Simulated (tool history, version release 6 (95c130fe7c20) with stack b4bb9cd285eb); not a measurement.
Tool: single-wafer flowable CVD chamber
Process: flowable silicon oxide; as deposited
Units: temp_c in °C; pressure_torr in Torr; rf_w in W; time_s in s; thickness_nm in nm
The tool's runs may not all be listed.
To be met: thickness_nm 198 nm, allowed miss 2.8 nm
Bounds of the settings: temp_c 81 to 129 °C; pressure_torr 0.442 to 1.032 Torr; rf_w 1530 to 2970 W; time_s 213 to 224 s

run	hour	temp_c	pressure_torr	rf_w	time_s	thickness_nm
1	0	105	0.737	2250	224	106.52
2	5.4	101	0.737	2250	224	122.76
3	13.1	94	0.737	2250	224	157.89
4	17.3	93	0.737	2250	224	163.25
5	25.6	93	0.796	2250	224	175.36
6	27.1	93	0.796	2510	224	180
7	33	92	0.796	2510	224	185.59
8	40.3	91	0.796	2510	224	193.22

Which of these 5 next moves meets every target?
A	47.6	97	0.992	2475	220	?
B	47.6	92	0.801	2395	223	?
C	47.6	93	0.877	2345	218	?
D	47.6	91	0.815	2800	220	?
E	47.6	84	0.648	2275	219	?

move	thickness_nm
A	188
B	184.56
C	189.3
D	196.03
E	189.93
A: further off than the last run
B: further off than the last run
C: further off than the last run
D: meets every target
E: further off than the last run
Move D is the one to make.
